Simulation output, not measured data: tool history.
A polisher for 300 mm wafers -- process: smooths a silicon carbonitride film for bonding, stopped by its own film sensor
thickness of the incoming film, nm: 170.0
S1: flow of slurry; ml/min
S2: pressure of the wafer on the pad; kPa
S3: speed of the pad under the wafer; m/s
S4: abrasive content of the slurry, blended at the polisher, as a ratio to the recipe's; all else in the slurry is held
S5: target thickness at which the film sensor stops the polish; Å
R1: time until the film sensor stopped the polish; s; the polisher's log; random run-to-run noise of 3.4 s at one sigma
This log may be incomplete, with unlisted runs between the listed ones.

| run | hour | S1 | S2 | S3 | S4 | S5 | R1 |
|---|---|---|---|---|---|---|---|
| 1 | 0 | 300 | 18.6 | 0.96 | 1 | 1470 | 77.64 |
| 2 | 5.7 | 295 | 15.9 | 0.8 | 0.95 | 1470 | 105.09 |
| 3 | 7.9 | 295 | 15.9 | 0.8 | 0.95 | 1500 | 90.684 |
| 4 | 13.9 | 260 | 15.9 | 0.8 | 0.95 | 1500 | 94.213 |
| 5 | 17.2 | 260 | 15.9 | 0.8 | 0.75 | 1500 | 105.64 |
| 6 | 19.8 | 220 | 15.9 | 0.8 | 0.75 | 1500 | 105.39 |
| 7 | 27.3 | 220 | 13.8 | 0.68 | 0.7 | 1490 | 150.12 |
| 8 | 32.4 | 220 | 12.4 | 0.66 | 0.7 | 1490 | 170.71 |

Predict the results of run 9:
| 9 | 38.5 | 220 | 11 | 0.66 | 0.7 | 1490 | ? |

Logged for run 9: R1 189.81 s.

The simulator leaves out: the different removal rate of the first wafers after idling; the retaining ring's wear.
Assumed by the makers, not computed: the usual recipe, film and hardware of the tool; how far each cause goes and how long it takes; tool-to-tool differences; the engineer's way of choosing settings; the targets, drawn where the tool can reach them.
